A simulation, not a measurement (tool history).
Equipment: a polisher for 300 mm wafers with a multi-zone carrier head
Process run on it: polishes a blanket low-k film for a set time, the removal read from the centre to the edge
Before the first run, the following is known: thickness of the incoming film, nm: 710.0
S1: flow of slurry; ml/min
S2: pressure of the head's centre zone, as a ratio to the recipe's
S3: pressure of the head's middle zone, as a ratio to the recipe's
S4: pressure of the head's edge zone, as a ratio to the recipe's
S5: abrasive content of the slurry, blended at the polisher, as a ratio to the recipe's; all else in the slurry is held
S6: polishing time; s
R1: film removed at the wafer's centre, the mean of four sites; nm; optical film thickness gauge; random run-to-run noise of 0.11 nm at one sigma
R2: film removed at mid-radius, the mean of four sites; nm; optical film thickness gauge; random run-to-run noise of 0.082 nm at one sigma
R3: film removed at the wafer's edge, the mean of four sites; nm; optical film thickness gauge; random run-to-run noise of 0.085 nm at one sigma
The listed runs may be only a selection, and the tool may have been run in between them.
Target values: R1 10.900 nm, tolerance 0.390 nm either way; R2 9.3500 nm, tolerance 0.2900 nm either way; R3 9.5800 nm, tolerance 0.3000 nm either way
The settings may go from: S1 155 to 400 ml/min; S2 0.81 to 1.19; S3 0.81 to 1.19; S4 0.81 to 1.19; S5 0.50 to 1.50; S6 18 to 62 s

run 1 hour=0.0 | S1=255 S2=1.00 S3=1.00 S4=1.00 S5=1.00 S6=40 | R1=12.265 R2=12.7230 R3=12.4240
run 2 hour=4.5 | S1=255 S2=1.00 S3=1.00 S4=1.00 S5=1.20 S6=40 | R1=13.469 R2=13.4480 R3=13.2220
run 3 hour=13.0 | S1=255 S2=1.03 S3=0.96 S4=0.96 S5=1.05 S6=39 | R1=12.575 R2=12.2600 R3=12.2330
run 4 hour=18.1 | S1=255 S2=1.07 S3=0.94 S4=0.94 S5=0.90 S6=38 | R1=11.959 R2=10.9000 R3=10.9530
run 5 hour=23.7 | S1=250 S2=1.07 S3=0.92 S4=0.92 S5=0.85 S6=38 | R1=11.390 R2=10.4390 R3=10.3790
run 6 hour=24.3 | S1=250 S2=1.00 S3=0.92 S4=0.92 S5=0.85 S6=38 | R1=10.728 R2=10.4760 R3=10.3980
run 7 hour=33.1 | S1=240 S2=1.02 S3=0.90 S4=0.90 S5=0.85 S6=38 | R1=10.954 R2=10.2550 R3=10.4430
run 8 hour=38.6 | S1=240 S2=1.03 S3=0.89 S4=0.88 S5=0.80 S6=38 | R1=10.708 R2=9.9512 R3=9.9052
run 9 hour=46.9 | S1=235 S2=1.04 S3=0.88 S4=0.87 S5=0.80 S6=38 | R1=10.790 R2=9.6732 R3=9.9205

Exercise: of the 4 proposed moves below, exactly one satisfies all targets within the stated allowed misses. Which move is it?
run A hour=55.2 | S1=225 S2=1.07 S3=0.85 S4=0.82 S5=0.65 S6=42 | R1=? R2=? R3=?
run B hour=55.2 | S1=260 S2=1.10 S3=0.95 S4=0.89 S5=0.80 S6=36 | R1=? R2=? R3=?
run C hour=55.2 | S1=195 S2=0.98 S3=0.83 S4=0.95 S5=0.60 S6=45 | R1=? R2=? R3=?
run D hour=55.2 | S1=210 S2=1.10 S3=0.95 S4=0.91 S5=0.85 S6=34 | R1=? R2=? R3=?

move=A R1=10.946 R2=9.5874 R3=9.7018
move=B R1=10.799 R2=10.1190 R3=9.5898
move=C R1=10.291 R2=9.4976 R3=10.4420
move=D R1=10.188 R2=9.5734 R3=9.2129
A: each result inside its tolerance
B: brings the result that was furthest off to its target, and leaves another outside
C: its largest miss is bigger than the last run's
D: takes the result that was furthest off past its target
Move A is the one to make.
